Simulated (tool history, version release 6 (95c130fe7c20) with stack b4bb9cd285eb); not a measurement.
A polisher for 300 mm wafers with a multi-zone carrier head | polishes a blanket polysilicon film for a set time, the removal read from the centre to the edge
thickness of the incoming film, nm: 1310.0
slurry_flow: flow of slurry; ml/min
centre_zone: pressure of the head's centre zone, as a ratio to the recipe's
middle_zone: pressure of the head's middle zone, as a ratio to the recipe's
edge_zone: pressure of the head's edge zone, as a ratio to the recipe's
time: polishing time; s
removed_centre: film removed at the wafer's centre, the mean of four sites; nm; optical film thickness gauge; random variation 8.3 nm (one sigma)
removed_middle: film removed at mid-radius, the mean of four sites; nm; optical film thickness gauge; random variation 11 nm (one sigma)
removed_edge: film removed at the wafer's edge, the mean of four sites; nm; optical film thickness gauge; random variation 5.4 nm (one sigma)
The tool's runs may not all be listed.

run    day  slurry_flow  centre_zone  middle_zone  edge_zone  time  removed_centre  removed_middle  removed_edge
  1      0          250            1            1          1    49          471.57          458.29         471.6
  2   0.05          250            1         1.04          1    49           471.4          477.75        477.58
  3   0.25          250            1         1.12          1    49          478.47          505.07        476.51
  4  0.521          250            1         1.17          1    49          486.55          532.46        477.23
  5  0.846          250            1         1.17          1    61          594.53          657.95        592.03
  6  0.971          250            1         1.17          1    49          469.73           544.1        474.01
  7  1.312          320         0.98         1.19       0.98    63          614.39          720.52        611.48

The next listed run, before its measurement:
  8  1.646          320         0.98         1.19       0.99    63               ?               ?             ?

Run 8 gave removed_centre 606.57 nm, removed_middle 700.52 nm, removed_edge 615.09 nm.
